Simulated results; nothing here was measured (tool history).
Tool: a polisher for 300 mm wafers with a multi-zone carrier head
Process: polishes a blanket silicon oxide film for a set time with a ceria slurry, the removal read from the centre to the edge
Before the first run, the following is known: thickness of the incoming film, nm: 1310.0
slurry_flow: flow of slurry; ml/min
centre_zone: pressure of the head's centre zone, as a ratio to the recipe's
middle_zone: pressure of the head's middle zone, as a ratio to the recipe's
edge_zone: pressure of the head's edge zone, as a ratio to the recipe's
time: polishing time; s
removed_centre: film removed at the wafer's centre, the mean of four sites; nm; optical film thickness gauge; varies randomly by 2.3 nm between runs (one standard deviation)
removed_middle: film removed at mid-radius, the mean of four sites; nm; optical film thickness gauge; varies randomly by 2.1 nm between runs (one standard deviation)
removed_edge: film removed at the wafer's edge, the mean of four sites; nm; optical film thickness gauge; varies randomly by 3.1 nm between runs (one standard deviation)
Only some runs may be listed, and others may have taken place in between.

run 1 hour=0 | slurry_flow=245 centre_zone=1 middle_zone=1 edge_zone=1 time=54 | removed_centre=272.22 removed_middle=268.88 removed_edge=266.43
run 2 hour=3.4 | slurry_flow=235 centre_zone=0.97 middle_zone=0.97 edge_zone=1.01 time=54 | removed_centre=259.19 removed_middle=257.21 removed_edge=267.64
run 3 hour=9 | slurry_flow=235 centre_zone=0.97 middle_zone=0.93 edge_zone=1.01 time=54 | removed_centre=255.83 removed_middle=249.84 removed_edge=264.86
run 4 hour=11.5 | slurry_flow=225 centre_zone=0.95 middle_zone=0.92 edge_zone=1.02 time=54 | removed_centre=254.6 removed_middle=247.71 removed_edge=269.31
run 5 hour=15.2 | slurry_flow=225 centre_zone=0.93 middle_zone=0.91 edge_zone=1.02 time=54 | removed_centre=242.67 removed_middle=242.85 removed_edge=269.61
run 6 hour=17.9 | slurry_flow=225 centre_zone=0.93 middle_zone=0.91 edge_zone=1.02 time=45 | removed_centre=208.32 removed_middle=203.54 removed_edge=226.91
run 7 hour=22.7 | slurry_flow=225 centre_zone=0.93 middle_zone=0.91 edge_zone=1.02 time=45 | removed_centre=204.76 removed_middle=203.04 removed_edge=224.59
run 8 hour=31.1 | slurry_flow=230 centre_zone=0.93 middle_zone=0.92 edge_zone=1.05 time=46 | removed_centre=210.16 removed_middle=211.14 removed_edge=230.22

For run 9, what comes out?
run 9 hour=37 | slurry_flow=225 centre_zone=0.92 middle_zone=0.91 edge_zone=1.05 time=48 | removed_centre=? removed_middle=? removed_edge=?

removed_centre: 212.6 nm
removed_middle: 217.24 nm
removed_edge: 243.24 nm
